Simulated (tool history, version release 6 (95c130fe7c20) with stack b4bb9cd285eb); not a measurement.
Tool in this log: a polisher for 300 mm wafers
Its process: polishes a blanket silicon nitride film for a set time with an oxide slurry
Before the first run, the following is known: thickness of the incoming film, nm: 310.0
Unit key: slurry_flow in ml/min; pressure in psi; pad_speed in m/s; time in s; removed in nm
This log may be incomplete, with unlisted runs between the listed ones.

run	hour	slurry_flow	pressure	pad_speed	slurry_solids	time	removed
1	0	135	3.4	0.98	1	25	16.213
2	8.6	135	3.4	0.98	1.1	25	16.761
3	16.1	135	3.4	0.98	1.1	23	15.337
4	18.6	140	3.8	0.98	1.1	23	17.17
5	20.4	140	3.8	0.82	1.1	23	15.167
6	27.1	140	3.2	0.82	1.1	23	13.042
7	32.5	145	3.6	0.88	1.1	23	15.336
8	41.5	165	4.6	1.06	1.1	23	21.895
9	49.7	165	4.7	1.08	1.1	23	22.739
10	52.1	165	4.8	1.1	1.1	23	23.506
11	60.6	165	4.9	1.12	1.1	23	24.066
12	65.7	165	5	1.14	1.1	23	24.986
13	70.2	165	5.1	1.16	1.1	23	25.827

Forecast run 14:
14	76.2	180	5.3	1.2	1.1	23	?

removed: 27.445 nm

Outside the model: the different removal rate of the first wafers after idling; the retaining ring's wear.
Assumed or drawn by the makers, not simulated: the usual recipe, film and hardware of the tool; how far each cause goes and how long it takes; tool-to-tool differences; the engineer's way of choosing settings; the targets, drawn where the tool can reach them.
